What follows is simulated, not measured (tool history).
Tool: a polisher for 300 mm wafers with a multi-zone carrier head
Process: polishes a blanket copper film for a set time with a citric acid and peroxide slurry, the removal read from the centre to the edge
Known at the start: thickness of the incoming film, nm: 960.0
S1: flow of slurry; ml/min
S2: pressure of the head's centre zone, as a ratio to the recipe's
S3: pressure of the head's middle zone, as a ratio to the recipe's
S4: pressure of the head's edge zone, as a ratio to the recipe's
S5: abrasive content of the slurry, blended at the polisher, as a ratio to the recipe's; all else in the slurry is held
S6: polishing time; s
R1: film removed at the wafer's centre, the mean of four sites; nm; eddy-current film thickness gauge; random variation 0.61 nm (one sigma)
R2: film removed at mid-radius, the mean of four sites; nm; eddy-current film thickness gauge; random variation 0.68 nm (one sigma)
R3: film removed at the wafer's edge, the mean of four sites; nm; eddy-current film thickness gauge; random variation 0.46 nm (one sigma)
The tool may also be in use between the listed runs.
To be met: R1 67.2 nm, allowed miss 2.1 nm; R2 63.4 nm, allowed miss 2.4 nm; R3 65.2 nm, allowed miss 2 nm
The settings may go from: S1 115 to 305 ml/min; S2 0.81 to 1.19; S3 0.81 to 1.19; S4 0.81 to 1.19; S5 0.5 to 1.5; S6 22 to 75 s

{"run": 1, "hour": 0.0, "S1": 195, "S2": 1, "S3": 1, "S4": 1, "S5": 1, "S6": 48, "R1": 126.69, "R2": 124.49, "R3": 119.54}
{"run": 2, "hour": 0.5, "S1": 195, "S2": 1, "S3": 1, "S4": 1, "S5": 1.1, "S6": 48, "R1": 128.69, "R2": 129.71, "R3": 121.64}
{"run": 3, "hour": 4.0, "S1": 195, "S2": 1, "S3": 1, "S4": 1, "S5": 1.1, "S6": 55, "R1": 147.61, "R2": 145.05, "R3": 139.51}
{"run": 4, "hour": 9.5, "S1": 185, "S2": 0.98, "S3": 0.96, "S4": 0.96, "S5": 0.9, "S6": 46, "R1": 118.39, "R2": 113.22, "R3": 109.33}
{"run": 5, "hour": 14.4, "S1": 175, "S2": 0.94, "S3": 0.92, "S4": 0.94, "S5": 0.8, "S6": 40, "R1": 93.641, "R2": 93.305, "R3": 91.061}
{"run": 6, "hour": 21.6, "S1": 165, "S2": 0.93, "S3": 0.89, "S4": 0.92, "S5": 0.7, "S6": 37, "R1": 82.584, "R2": 82.087, "R3": 83.342}
{"run": 7, "hour": 24.8, "S1": 165, "S2": 0.94, "S3": 0.88, "S4": 0.9, "S5": 0.65, "S6": 35, "R1": 77.168, "R2": 74.881, "R3": 74.748}
{"run": 8, "hour": 26.1, "S1": 155, "S2": 0.93, "S3": 0.86, "S4": 0.88, "S5": 0.6, "S6": 35, "R1": 76.085, "R2": 71.237, "R3": 74.182}
{"run": 9, "hour": 31.8, "S1": 155, "S2": 0.92, "S3": 0.86, "S4": 0.87, "S5": 0.55, "S6": 34, "R1": 72.144, "R2": 68.167, "R3": 69.172}
{"hour": 36.0, "done": "edge zone pressure recalibrated"}
{"run": 10, "hour": 36.0, "S1": 150, "S2": 0.91, "S3": 0.85, "S4": 0.86, "S5": 0.55, "S6": 34, "R1": 69.934, "R2": 68.345, "R3": 73.801}

Which of these 4 next moves meets every target?
{"run": "A", "hour": 40.2, "S1": 170, "S2": 1.03, "S3": 0.87, "S4": 0.87, "S5": 0.5, "S6": 31, "R1": "?", "R2": "?", "R3": "?"}
{"run": "B", "hour": 40.2, "S1": 235, "S2": 0.96, "S3": 0.9, "S4": 0.93, "S5": 0.6, "S6": 28, "R1": "?", "R2": "?", "R3": "?"}
{"run": "C", "hour": 40.2, "S1": 225, "S2": 1.04, "S3": 1.15, "S4": 0.87, "S5": 0.5, "S6": 28, "R1": "?", "R2": "?", "R3": "?"}
{"run": "D", "hour": 40.2, "S1": 185, "S2": 0.96, "S3": 1.08, "S4": 1, "S5": 0.55, "S6": 29, "R1": "?", "R2": "?", "R3": "?"}

move=A R1=73.074 R2=63.561 R3=67.354
move=B R1=66.193 R2=63.273 R3=66.458
move=C R1=69.546 R2=75.347 R3=62.268
move=D R1=65.537 R2=73.185 R3=68.599
A: nearer than the last run, and not there yet
B: meets every target
C: takes the result that was furthest off past its target
D: nearer than the last run, and not there yet
Move B is the one to make.
